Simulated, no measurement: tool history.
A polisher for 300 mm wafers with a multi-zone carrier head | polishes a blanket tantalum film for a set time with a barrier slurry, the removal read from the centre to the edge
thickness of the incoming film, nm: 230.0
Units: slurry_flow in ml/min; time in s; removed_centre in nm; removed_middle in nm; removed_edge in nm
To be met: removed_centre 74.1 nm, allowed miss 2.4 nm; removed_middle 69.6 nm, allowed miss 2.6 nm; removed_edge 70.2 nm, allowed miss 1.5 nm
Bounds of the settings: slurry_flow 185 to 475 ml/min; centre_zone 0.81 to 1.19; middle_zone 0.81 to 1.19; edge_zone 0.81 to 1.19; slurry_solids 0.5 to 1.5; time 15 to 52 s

run,day,slurry_flow,centre_zone,middle_zone,edge_zone,slurry_solids,time,removed_centre,removed_middle,removed_edge
1,0,305,1,1,1,1,33,72.717,76.287,76.509
2,0.125,300,1.01,0.99,0.98,1,33,74.335,76.055,75.738
3,0.154,295,1.01,0.98,0.97,1,33,73.901,74.222,75.441
4,0.175,290,1.01,0.98,0.96,1,33,74.255,74.967,74.463
5,0.375,290,1.01,0.98,1.02,1,33,72.602,73.475,76.897
6,0.579,285,1.02,0.98,1.01,1,33,75.077,74.423,76.142
7,0.908,280,1.02,0.97,1,1,33,72.618,72.625,76.42
8,0.979,285,1.12,0.97,0.9,0.9,33,77.864,70.767,68.762
9,1.079,285,1.11,0.97,0.9,0.9,33,77.719,70.902,69.417
10,1.404,285,1.11,0.97,0.9,0.9,33,77.104,70.914,69.078

Which of these 4 next moves meets every target?
A,1.729,225,1.19,1.01,0.87,1.05,32,?,?,?
B,1.729,250,1.07,0.96,0.92,0.85,34,?,?,?
C,1.729,385,1.01,1.04,0.98,0.55,41,?,?,?
D,1.729,290,1.13,0.96,0.87,1.1,31,?,?,?

move,removed_centre,removed_middle,removed_edge
A,82.433,71.578,69.557
B,73.999,68.185,70.719
C,69.107,71.692,70.803
D,79.72,69.551,70.051
A: further off than the last run
B: meets every target
C: takes the result that was furthest off past its target
D: further off than the last run
Move B is the one to make.
